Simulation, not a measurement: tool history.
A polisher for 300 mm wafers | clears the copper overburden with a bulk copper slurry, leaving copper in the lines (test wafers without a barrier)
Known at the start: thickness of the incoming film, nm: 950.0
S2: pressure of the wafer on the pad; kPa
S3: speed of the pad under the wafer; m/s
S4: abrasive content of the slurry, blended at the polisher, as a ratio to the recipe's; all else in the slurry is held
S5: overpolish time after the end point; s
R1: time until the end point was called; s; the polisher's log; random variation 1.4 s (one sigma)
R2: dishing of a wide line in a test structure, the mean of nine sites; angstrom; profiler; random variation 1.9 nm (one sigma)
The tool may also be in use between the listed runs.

{"run": 1, "hour": 0.0, "flow of slurry (ml/min)": 280, "S2": 22.8, "S3": 0.88, "S4": 1, "S5": 18, "R1": 103.27, "R2": 858.03}
{"run": 2, "hour": 7.1, "flow of slurry (ml/min)": 280, "S2": 22.8, "S3": 1.06, "S4": 1, "S5": 18, "R1": 88.931, "R2": 957.57}
{"run": 3, "hour": 14.6, "flow of slurry (ml/min)": 280, "S2": 19.3, "S3": 1.06, "S4": 1, "S5": 19, "R1": 99.322, "R2": 899.88}
{"run": 4, "hour": 18.2, "flow of slurry (ml/min)": 280, "S2": 15.9, "S3": 1.06, "S4": 1, "S5": 19, "R1": 108.63, "R2": 812.37}
{"run": 5, "hour": 25.5, "flow of slurry (ml/min)": 280, "S2": 13.8, "S3": 1.02, "S4": 1, "S5": 20, "R1": 121.1, "R2": 773.51}
{"run": 6, "hour": 27.7, "flow of slurry (ml/min)": 280, "S2": 19.3, "S3": 1.02, "S4": 1, "S5": 20, "R1": 101.96, "R2": 891.96}
{"run": 7, "hour": 31.8, "flow of slurry (ml/min)": 280, "S2": 16.5, "S3": 1, "S4": 1, "S5": 21, "R1": 110.55, "R2": 908.26}

The next listed run, before its measurement:
{"run": 8, "hour": 36.5, "flow of slurry (ml/min)": 280, "S2": 14.5, "S3": 0.98, "S4": 1, "S5": 21, "R1": "?", "R2": "?"}

{"run 8": {"R1": 120.32, "R2": 843.54}}

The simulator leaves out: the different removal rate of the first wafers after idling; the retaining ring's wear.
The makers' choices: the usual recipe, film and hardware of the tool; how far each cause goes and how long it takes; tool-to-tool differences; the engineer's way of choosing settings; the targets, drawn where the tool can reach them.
